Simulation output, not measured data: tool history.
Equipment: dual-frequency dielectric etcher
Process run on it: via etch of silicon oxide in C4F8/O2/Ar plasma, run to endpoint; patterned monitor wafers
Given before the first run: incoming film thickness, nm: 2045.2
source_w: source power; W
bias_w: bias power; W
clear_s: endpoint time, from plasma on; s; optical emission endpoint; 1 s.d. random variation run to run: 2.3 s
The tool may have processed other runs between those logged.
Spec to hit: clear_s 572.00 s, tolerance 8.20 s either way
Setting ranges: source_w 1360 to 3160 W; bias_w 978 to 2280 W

run 1 hour=0.0 | source_w=2260 bias_w=1629 | clear_s=448.58
run 2 hour=8.2 | source_w=2100 bias_w=1543 | clear_s=479.43
run 3 hour=13.6 | source_w=1980 bias_w=1537 | clear_s=487.12
run 4 hour=14.8 | source_w=2300 bias_w=1537 | clear_s=450.09
run 5 hour=15.5 | source_w=2140 bias_w=1526 | clear_s=474.27
run 6 hour=20.8 | source_w=2010 bias_w=1519 | clear_s=491.95
run 7 hour=22.6 | source_w=1910 bias_w=1514 | clear_s=506.33
run 8 hour=29.6 | source_w=1840 bias_w=1510 | clear_s=515.52
run 9 hour=38.2 | source_w=1780 bias_w=1507 | clear_s=526.18
run 10 hour=44.7 | source_w=1780 bias_w=1507 | clear_s=525.07
run 11 hour=53.4 | source_w=1730 bias_w=1504 | clear_s=535.00
run 12 hour=55.7 | source_w=1690 bias_w=1502 | clear_s=541.06
run 13 hour=61.4 | source_w=1660 bias_w=1500 | clear_s=550.55
run 14 hour=62.5 | source_w=1640 bias_w=1499 | clear_s=554.40
run 15 hour=67.3 | source_w=1620 bias_w=1498 | clear_s=554.57
run 16 hour=70.0 | source_w=1600 bias_w=1497 | clear_s=557.31

Below are 4 possible settings for the next run. Only one of them brings all results inside the allowed miss of their targets. Which is it?
run A hour=72.7 | source_w=1680 bias_w=1630 | clear_s=?
run B hour=72.7 | source_w=1690 bias_w=1539 | clear_s=?
run C hour=72.7 | source_w=1540 bias_w=1756 | clear_s=?
run D hour=72.7 | source_w=1470 bias_w=1771 | clear_s=?

move=A clear_s=532.86
move=B clear_s=538.42
move=C clear_s=552.46
move=D clear_s=568.26
A: its largest miss is bigger than the last run's
B: its largest miss is bigger than the last run's
C: its largest miss is bigger than the last run's
D: in spec on every target
Answer: D
